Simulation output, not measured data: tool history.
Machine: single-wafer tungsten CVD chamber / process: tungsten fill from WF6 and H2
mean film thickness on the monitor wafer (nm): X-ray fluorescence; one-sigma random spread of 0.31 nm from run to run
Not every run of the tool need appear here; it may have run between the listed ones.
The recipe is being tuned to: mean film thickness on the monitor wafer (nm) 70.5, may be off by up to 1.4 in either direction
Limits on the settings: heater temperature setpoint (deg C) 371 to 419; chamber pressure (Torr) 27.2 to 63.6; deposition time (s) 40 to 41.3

| run | hour | heater temperature setpoint (deg C) | chamber pressure (Torr) | deposition time (s) | mean film thickness on the monitor wafer (nm) |
|---|---|---|---|---|---|
| 1 | 0 | 395 | 45.4 | 40 | 106.64 |
| 2 | 1.5 | 389 | 45.2 | 40 | 95.543 |
| 3 | 9.8 | 389 | 52.5 | 40 | 100.35 |
| 4 | 15.5 | 384 | 51.8 | 40 | 90.663 |
| 5 | 21.9 | 379 | 51.8 | 40 | 82.498 |
| 6 | 29.7 | 379 | 51.8 | 40 | 83.239 |
| 7 | 35.8 | 379 | 51.8 | 40 | 82.778 |
| 8 | 40.7 | 377 | 51.4 | 40 | 80.23 |

Consider the 4 candidate settings below. Which is the only one whose results all fall within their allowed miss of target?
| A | 45.6 | 386 | 56.9 | 40.7 | ? |
| B | 45.6 | 372 | 48.6 | 40 | ? |
| C | 45.6 | 376 | 43.6 | 40 | ? |
| D | 45.6 | 385 | 55.6 | 41.3 | ? |

| move | mean film thickness on the monitor wafer (nm) |
|---|---|
| A | 99.874 |
| B | 70.833 |
| C | 73.683 |
| D | 98.64 |
A: its largest miss is bigger than the last run's
B: meets every target
C: closer than the last run, but not yet in spec
D: its largest miss is bigger than the last run's
Move B is the one to make.
